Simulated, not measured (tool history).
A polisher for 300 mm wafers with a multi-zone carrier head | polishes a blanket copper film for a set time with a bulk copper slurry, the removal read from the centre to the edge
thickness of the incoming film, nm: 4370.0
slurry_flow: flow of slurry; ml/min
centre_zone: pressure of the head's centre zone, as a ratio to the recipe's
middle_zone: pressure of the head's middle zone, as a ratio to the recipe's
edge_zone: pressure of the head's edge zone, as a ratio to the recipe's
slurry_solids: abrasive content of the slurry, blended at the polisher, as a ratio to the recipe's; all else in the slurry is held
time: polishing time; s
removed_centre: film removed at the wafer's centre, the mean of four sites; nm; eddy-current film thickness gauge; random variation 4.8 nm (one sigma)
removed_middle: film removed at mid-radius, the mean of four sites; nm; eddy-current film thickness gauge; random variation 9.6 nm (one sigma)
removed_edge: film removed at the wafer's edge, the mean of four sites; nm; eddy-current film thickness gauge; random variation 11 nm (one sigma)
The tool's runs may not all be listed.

Run 1, hour 0.0: slurry_flow 200 ml/min, centre_zone 1.00, middle_zone 1.00, edge_zone 1.00, slurry_solids 1.00, time 88 s. Result: removed_centre 629.94 nm, removed_middle 655.78 nm, removed_edge 645.83 nm.
Run 2, hour 8.0: slurry_flow 215 ml/min, centre_zone 1.01, middle_zone 0.97, edge_zone 1.06, slurry_solids 1.05, time 88 s. Result: removed_centre 651.37 nm, removed_middle 648.58 nm, removed_edge 669.37 nm.
Run 3, hour 11.0: slurry_flow 215 ml/min, centre_zone 1.01, middle_zone 0.97, edge_zone 1.13, slurry_solids 1.05, time 88 s. Result: removed_centre 652.35 nm, removed_middle 624.34 nm, removed_edge 669.54 nm.
Run 4, hour 16.4: slurry_flow 225 ml/min, centre_zone 1.00, middle_zone 0.94, edge_zone 1.15, slurry_solids 1.15, time 89 s. Result: removed_centre 662.53 nm, removed_middle 654.76 nm, removed_edge 722.96 nm.
Run 5, hour 20.6: slurry_flow 225 ml/min, centre_zone 1.00, middle_zone 0.94, edge_zone 1.12, slurry_solids 1.15, time 89 s. Result: removed_centre 671.83 nm, removed_middle 652.33 nm, removed_edge 689.12 nm.
Run 6, hour 28.4: slurry_flow 205 ml/min, centre_zone 1.00, middle_zone 0.92, edge_zone 1.14, slurry_solids 1.15, time 92 s. Result: removed_centre 687.56 nm, removed_middle 659.92 nm, removed_edge 742.16 nm.
Run 7, hour 29.4: slurry_flow 205 ml/min, centre_zone 1.01, middle_zone 0.91, edge_zone 1.15, slurry_solids 1.15, time 92 s. Result: removed_centre 694.15 nm, removed_middle 653.23 nm, removed_edge 739.62 nm.
Run 8, hour 33.7: slurry_flow 205 ml/min, centre_zone 1.01, middle_zone 0.90, edge_zone 1.16, slurry_solids 1.15, time 92 s. Result: removed_centre 693.29 nm, removed_middle 637.44 nm, removed_edge 718.35 nm.
Run 9, hour 41.1: slurry_flow 195 ml/min, centre_zone 1.01, middle_zone 0.89, edge_zone 1.17, slurry_solids 1.20, time 92 s. Result: removed_centre 690.01 nm, removed_middle 664.86 nm, removed_edge 746.33 nm.
Run 10, hour 43.0: slurry_flow 200 ml/min, centre_zone 1.01, middle_zone 0.87, edge_zone 1.18, slurry_solids 1.20, time 92 s. Result: removed_centre 680.45 nm, removed_middle 625.68 nm, removed_edge 748.10 nm.
Run 11, hour 49.8: slurry_flow 200 ml/min, centre_zone 1.01, middle_zone 0.87, edge_zone 1.18, slurry_solids 1.20, time 92 s. Result: removed_centre 695.60 nm, removed_middle 627.24 nm, removed_edge 762.47 nm.

Forecast run 12:
Run 12, hour 55.1: slurry_flow 205 ml/min, centre_zone 1.01, middle_zone 0.87, edge_zone 1.18, slurry_solids 1.20, time 92 s. Result: removed_centre ?, removed_middle ?, removed_edge ?.

Run 12 gave removed_centre 688.68 nm, removed_middle 632.92 nm, removed_edge 756.94 nm.
